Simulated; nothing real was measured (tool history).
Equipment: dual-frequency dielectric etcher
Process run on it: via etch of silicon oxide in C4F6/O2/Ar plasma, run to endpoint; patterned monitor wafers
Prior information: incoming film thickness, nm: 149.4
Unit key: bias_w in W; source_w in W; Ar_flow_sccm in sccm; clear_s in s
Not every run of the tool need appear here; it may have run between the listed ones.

{"run": 1, "hour": 0.0, "bias_w": 541, "source_w": 330, "Ar_flow_sccm": 315, "clear_s": 35.974}
{"run": 2, "hour": 0.8, "bias_w": 562, "source_w": 330, "Ar_flow_sccm": 314, "clear_s": 35.206}
{"run": 3, "hour": 5.7, "bias_w": 562, "source_w": 330, "Ar_flow_sccm": 347, "clear_s": 35.719}
{"run": 4, "hour": 7.3, "bias_w": 562, "source_w": 280, "Ar_flow_sccm": 347, "clear_s": 37.159}
{"run": 5, "hour": 10.2, "bias_w": 562, "source_w": 250, "Ar_flow_sccm": 347, "clear_s": 38.457}
{"run": 6, "hour": 10.9, "bias_w": 603, "source_w": 260, "Ar_flow_sccm": 346, "clear_s": 36.834}
{"run": 7, "hour": 19.4, "bias_w": 630, "source_w": 260, "Ar_flow_sccm": 345, "clear_s": 36.085}

Run 8 comes next. What will it give?
{"run": 8, "hour": 23.8, "bias_w": 651, "source_w": 260, "Ar_flow_sccm": 344, "clear_s": "?"}

clear_s: 35.711 s
